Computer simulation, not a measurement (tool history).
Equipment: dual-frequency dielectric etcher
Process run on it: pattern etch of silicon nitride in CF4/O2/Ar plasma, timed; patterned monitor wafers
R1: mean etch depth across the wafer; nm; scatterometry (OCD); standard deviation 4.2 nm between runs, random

{"run": 1, "day": 0.0, "source power (kW)": 0.71, "bias power (kW)": 0.048, "Ar flow (sccm)": 127, "CF4 flow (sccm)": 123, "etch time (s)": 594.5, "R1": 1355.1}
{"run": 2, "day": 0.242, "source power (kW)": 0.65, "bias power (kW)": 0.048, "Ar flow (sccm)": 127, "CF4 flow (sccm)": 123, "etch time (s)": 594.5, "R1": 1237.2}
{"run": 3, "day": 0.517, "source power (kW)": 0.62, "bias power (kW)": 0.048, "Ar flow (sccm)": 127, "CF4 flow (sccm)": 123, "etch time (s)": 594.5, "R1": 1176.3}
{"run": 4, "day": 0.854, "source power (kW)": 0.62, "bias power (kW)": 0.048, "Ar flow (sccm)": 127, "CF4 flow (sccm)": 123, "etch time (s)": 620.5, "R1": 1222.5}
{"run": 5, "day": 0.933, "source power (kW)": 0.62, "bias power (kW)": 0.048, "Ar flow (sccm)": 127, "CF4 flow (sccm)": 123, "etch time (s)": 594.5, "R1": 1168.4}
{"run": 6, "day": 1.267, "source power (kW)": 0.6, "bias power (kW)": 0.048, "Ar flow (sccm)": 127, "CF4 flow (sccm)": 123, "etch time (s)": 594.5, "R1": 1126.9}
{"run": 7, "day": 1.642, "source power (kW)": 0.59, "bias power (kW)": 0.048, "Ar flow (sccm)": 127, "CF4 flow (sccm)": 123, "etch time (s)": 594.5, "R1": 1108.2}

Run 8, settings as shown, results not yet in. Your forecast:
{"run": 8, "day": 1.758, "source power (kW)": 0.58, "bias power (kW)": 0.048, "Ar flow (sccm)": 127, "CF4 flow (sccm)": 123, "etch time (s)": 594.5, "R1": "?"}

Run 8 produced R1 1091.8 nm.
